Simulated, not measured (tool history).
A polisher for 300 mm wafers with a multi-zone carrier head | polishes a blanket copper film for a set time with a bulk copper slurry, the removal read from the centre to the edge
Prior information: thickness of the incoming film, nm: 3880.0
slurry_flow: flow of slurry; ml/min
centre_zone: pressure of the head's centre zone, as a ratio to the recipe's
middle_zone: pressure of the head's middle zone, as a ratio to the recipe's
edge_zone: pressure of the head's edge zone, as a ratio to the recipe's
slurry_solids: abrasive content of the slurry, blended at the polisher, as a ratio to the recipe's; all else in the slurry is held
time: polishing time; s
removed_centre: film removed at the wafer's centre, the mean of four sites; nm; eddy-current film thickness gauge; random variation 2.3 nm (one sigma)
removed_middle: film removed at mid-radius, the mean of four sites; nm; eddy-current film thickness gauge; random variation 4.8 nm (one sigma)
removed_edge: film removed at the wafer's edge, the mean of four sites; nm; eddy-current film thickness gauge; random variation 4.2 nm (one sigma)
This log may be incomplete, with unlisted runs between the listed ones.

run 1 hour=0 | slurry_flow=305 centre_zone=1 middle_zone=1 edge_zone=1 slurry_solids=1 time=55 | removed_centre=323.98 removed_middle=323.09 removed_edge=310.11
run 2 hour=7 | slurry_flow=305 centre_zone=1 middle_zone=0.92 edge_zone=1 slurry_solids=1 time=55 | removed_centre=322.26 removed_middle=299.09 removed_edge=321.83
run 3 hour=8.3 | slurry_flow=315 centre_zone=1.02 middle_zone=0.94 edge_zone=1 slurry_solids=1 time=55 | removed_centre=327.72 removed_middle=307.36 removed_edge=316.1
run 4 hour=14.5 | slurry_flow=315 centre_zone=1.02 middle_zone=0.94 edge_zone=1 slurry_solids=0.8 time=55 | removed_centre=308.86 removed_middle=288.66 removed_edge=294.07
run 5 hour=23.1 | slurry_flow=315 centre_zone=1.02 middle_zone=0.94 edge_zone=0.91 slurry_solids=0.8 time=55 | removed_centre=310.48 removed_middle=294.71 removed_edge=287.08
run 6 hour=25.5 | slurry_flow=315 centre_zone=1.02 middle_zone=0.94 edge_zone=0.96 slurry_solids=0.8 time=55 | removed_centre=307.84 removed_middle=286.04 removed_edge=302.22
run 7 hour=27.5 | slurry_flow=320 centre_zone=1.04 middle_zone=0.95 edge_zone=0.97 slurry_solids=0.85 time=55 | removed_centre=319.02 removed_middle=299.6 removed_edge=302.81
run 8 hour=32.1 | slurry_flow=320 centre_zone=1.07 middle_zone=0.96 edge_zone=0.96 slurry_solids=0.85 time=55 | removed_centre=326.86 removed_middle=300.33 removed_edge=303.98

Run 9, settings as shown, results not yet in. Your forecast:
run 9 hour=36.6 | slurry_flow=320 centre_zone=1.07 middle_zone=0.96 edge_zone=0.96 slurry_solids=0.85 time=55 | removed_centre=? removed_middle=? removed_edge=?

For run 9 the tool returned removed_centre 329.97 nm, removed_middle 296.43 nm, removed_edge 300.59 nm.

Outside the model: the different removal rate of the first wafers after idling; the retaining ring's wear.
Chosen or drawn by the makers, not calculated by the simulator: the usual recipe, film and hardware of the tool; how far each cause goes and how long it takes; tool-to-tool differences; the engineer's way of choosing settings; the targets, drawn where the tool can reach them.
